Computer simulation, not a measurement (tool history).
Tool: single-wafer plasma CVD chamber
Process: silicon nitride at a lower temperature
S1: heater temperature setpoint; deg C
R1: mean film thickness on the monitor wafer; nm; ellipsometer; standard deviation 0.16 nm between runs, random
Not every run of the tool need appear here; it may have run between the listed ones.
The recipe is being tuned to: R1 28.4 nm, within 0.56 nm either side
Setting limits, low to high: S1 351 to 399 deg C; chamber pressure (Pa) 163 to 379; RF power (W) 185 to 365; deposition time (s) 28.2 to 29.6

run 1 hour=0 | S1=375 chamber_pressure_(Pa)=271 RF_power_(W)=275 deposition_time_(s)=29.6 | R1=33.769
run 2 hour=4.7 | S1=375 chamber_pressure_(Pa)=271 RF_power_(W)=315 deposition_time_(s)=29.6 | R1=37.747
run 3 hour=9.5 | S1=375 chamber_pressure_(Pa)=251 RF_power_(W)=295 deposition_time_(s)=29.5 | R1=34.986
run 4 hour=14.4 | S1=375 chamber_pressure_(Pa)=235 RF_power_(W)=280 deposition_time_(s)=29.4 | R1=32.086
run 5 hour=17.3 | S1=375 chamber_pressure_(Pa)=200 RF_power_(W)=280 deposition_time_(s)=29.4 | R1=30.123
run 6 hour=19.1 | S1=375 chamber_pressure_(Pa)=200 RF_power_(W)=280 deposition_time_(s)=29.6 | R1=30.399
run 7 hour=20.2 | S1=375 chamber_pressure_(Pa)=191 RF_power_(W)=280 deposition_time_(s)=29.6 | R1=29.62
run 8 hour=25.3 | S1=375 chamber_pressure_(Pa)=185 RF_power_(W)=280 deposition_time_(s)=29.6 | R1=29.164

Exactly one of the 4 candidate moves below puts every result within its allowed miss. Which one?
run A hour=30.4 | S1=372 chamber_pressure_(Pa)=165 RF_power_(W)=310 deposition_time_(s)=28.5 | R1=?
run B hour=30.4 | S1=376 chamber_pressure_(Pa)=189 RF_power_(W)=265 deposition_time_(s)=28.4 | R1=?
run C hour=30.4 | S1=379 chamber_pressure_(Pa)=216 RF_power_(W)=280 deposition_time_(s)=29.6 | R1=?
run D hour=30.4 | S1=378 chamber_pressure_(Pa)=180 RF_power_(W)=255 deposition_time_(s)=29.6 | R1=?

move=A R1=28.363
move=B R1=26.91
move=C R1=31.211
move=D R1=26.415
A: hits every target within its allowed miss
B: pushes the last run's worst result past its target
C: further off than the last run
D: pushes the last run's worst result past its target
A is the move that brings every result within its allowed miss.
